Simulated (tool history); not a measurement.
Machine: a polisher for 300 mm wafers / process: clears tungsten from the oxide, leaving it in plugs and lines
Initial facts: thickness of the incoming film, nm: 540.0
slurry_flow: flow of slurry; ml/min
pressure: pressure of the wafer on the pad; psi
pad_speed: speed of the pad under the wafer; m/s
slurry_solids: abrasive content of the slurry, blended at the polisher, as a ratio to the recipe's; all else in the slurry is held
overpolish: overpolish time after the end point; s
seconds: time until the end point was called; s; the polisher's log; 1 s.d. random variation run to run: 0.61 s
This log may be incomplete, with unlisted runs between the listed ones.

run 1 hour=0 | slurry_flow=125 pressure=3.9 pad_speed=0.96 slurry_solids=1 overpolish=18 | seconds=95.814
run 2 hour=6.4 | slurry_flow=130 pressure=4 pad_speed=0.96 slurry_solids=1 overpolish=18 | seconds=93.601
run 3 hour=8.5 | slurry_flow=130 pressure=4.1 pad_speed=0.96 slurry_solids=1 overpolish=18 | seconds=92.58
run 4 hour=10.8 | slurry_flow=130 pressure=4.1 pad_speed=0.96 slurry_solids=0.9 overpolish=18 | seconds=94.915
run 5 hour=15.6 | slurry_flow=130 pressure=4.2 pad_speed=0.96 slurry_solids=0.9 overpolish=18 | seconds=90.521
run 6 hour=18 | slurry_flow=130 pressure=3.4 pad_speed=0.96 slurry_solids=0.9 overpolish=18 | seconds=111.35
run 7 hour=22.8 | slurry_flow=130 pressure=3.6 pad_speed=0.96 slurry_solids=0.9 overpolish=18 | seconds=104.68
run 8 hour=29.6 | slurry_flow=130 pressure=3.8 pad_speed=0.96 slurry_solids=0.9 overpolish=18 | seconds=99.842
run 9 hour=38.4 | slurry_flow=130 pressure=4 pad_speed=0.96 slurry_solids=0.9 overpolish=18 | seconds=95.188

What does the tool deliver on the next run?
run 10 hour=45.8 | slurry_flow=130 pressure=4.1 pad_speed=0.96 slurry_solids=0.9 overpolish=18 | seconds=?

{"run 10": {"seconds": 92.129}}
